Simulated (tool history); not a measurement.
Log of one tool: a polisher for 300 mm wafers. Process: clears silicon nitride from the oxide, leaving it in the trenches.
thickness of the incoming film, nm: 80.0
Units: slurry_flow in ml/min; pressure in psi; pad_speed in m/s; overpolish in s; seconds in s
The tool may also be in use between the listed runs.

run,hour,slurry_flow,pressure,pad_speed,overpolish,seconds
1,0.0,160,2.2,0.90,3,121.94
2,4.9,195,2.2,0.90,3,119.64
3,7.1,195,1.8,0.90,3,131.52
4,12.6,195,1.3,0.90,3,171.11
5,17.9,200,1.7,0.92,3,137.63
6,26.4,185,1.7,0.92,3,138.60
# hour 33.6: worn pad replaced by a new one
7,33.6,185,2.0,0.92,3,111.35
8,41.1,185,2.1,0.92,3,110.60
9,45.9,190,2.2,0.92,3,103.94

Forecast run 10:
10,52.7,200,2.2,0.92,3,?

Run 10 gave seconds 101.02 s.
